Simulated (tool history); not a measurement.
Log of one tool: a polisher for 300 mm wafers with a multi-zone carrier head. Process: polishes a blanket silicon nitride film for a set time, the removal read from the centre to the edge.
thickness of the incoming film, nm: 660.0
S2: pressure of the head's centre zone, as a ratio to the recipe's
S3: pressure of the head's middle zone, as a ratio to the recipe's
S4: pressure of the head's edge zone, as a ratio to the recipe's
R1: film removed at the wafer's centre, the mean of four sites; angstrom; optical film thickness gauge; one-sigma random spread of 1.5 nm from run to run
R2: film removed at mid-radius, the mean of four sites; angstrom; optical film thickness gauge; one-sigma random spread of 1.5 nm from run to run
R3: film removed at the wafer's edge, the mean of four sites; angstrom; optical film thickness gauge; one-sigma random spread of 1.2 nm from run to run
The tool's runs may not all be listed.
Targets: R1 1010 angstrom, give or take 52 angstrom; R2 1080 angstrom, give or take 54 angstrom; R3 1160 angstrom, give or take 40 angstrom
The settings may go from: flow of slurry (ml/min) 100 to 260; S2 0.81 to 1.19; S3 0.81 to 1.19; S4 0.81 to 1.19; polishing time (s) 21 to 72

run 1 hour=0 | flow_of_slurry_(ml/min)=165 S2=1 S3=1 S4=1 polishing_time_(s)=46 | R1=902.95 R2=896.91 R3=881.89
run 2 hour=7.3 | flow_of_slurry_(ml/min)=170 S2=0.98 S3=1 S4=1.04 polishing_time_(s)=48 | R1=912.16 R2=942.63 R3=964.3
run 3 hour=15.7 | flow_of_slurry_(ml/min)=200 S2=0.98 S3=1 S4=1.04 polishing_time_(s)=48 | R1=967.49 R2=965.8 R3=973.19
run 4 hour=18.5 | flow_of_slurry_(ml/min)=200 S2=0.98 S3=1 S4=1.11 polishing_time_(s)=48 | R1=975.66 R2=953.94 R3=1014.6
run 5 hour=26.1 | flow_of_slurry_(ml/min)=200 S2=0.98 S3=1 S4=1.11 polishing_time_(s)=39 | R1=793.06 R2=776.7 R3=816.55
run 6 hour=30.4 | flow_of_slurry_(ml/min)=200 S2=0.97 S3=1.01 S4=1.12 polishing_time_(s)=42 | R1=835.56 R2=867.75 R3=890.21
run 7 hour=36.3 | flow_of_slurry_(ml/min)=200 S2=0.96 S3=1.01 S4=1.13 polishing_time_(s)=44 | R1=884.63 R2=902.54 R3=926.51
run 8 hour=45 | flow_of_slurry_(ml/min)=195 S2=0.94 S3=1 S4=1.14 polishing_time_(s)=46 | R1=895.28 R2=925.3 R3=972.47
run 9 hour=49.8 | flow_of_slurry_(ml/min)=195 S2=0.94 S3=1 S4=1.14 polishing_time_(s)=46 | R1=860.75 R2=923.15 R3=967.77

Below are 4 possible settings for the next run. Only one of them brings all results inside the allowed miss of their targets. Which is it?
run A hour=54.6 | flow_of_slurry_(ml/min)=110 S2=0.96 S3=1 S4=1.1 polishing_time_(s)=61 | R1=? R2=? R3=?
run B hour=54.6 | flow_of_slurry_(ml/min)=190 S2=0.9 S3=1.02 S4=1.16 polishing_time_(s)=60 | R1=? R2=? R3=?
run C hour=54.6 | flow_of_slurry_(ml/min)=185 S2=1.01 S3=1.05 S4=1.18 polishing_time_(s)=58 | R1=? R2=? R3=?
run D hour=54.6 | flow_of_slurry_(ml/min)=185 S2=0.93 S3=0.84 S4=1.16 polishing_time_(s)=54 | R1=? R2=? R3=?

move=A R1=1001.8 R2=1085.6 R3=1155.8
move=B R1=1062.9 R2=1229.8 R3=1275.4
move=C R1=1148.7 R2=1212.3 R3=1239.4
move=D R1=982.63 R2=937.12 R3=1146.9
A: in spec on every target
B: moves the result that the last run missed by most past its target, out the other side
C: moves the result that the last run missed by most past its target, out the other side
D: puts the biggest miss on target and leaves a different result outside tolerance
Answer: A

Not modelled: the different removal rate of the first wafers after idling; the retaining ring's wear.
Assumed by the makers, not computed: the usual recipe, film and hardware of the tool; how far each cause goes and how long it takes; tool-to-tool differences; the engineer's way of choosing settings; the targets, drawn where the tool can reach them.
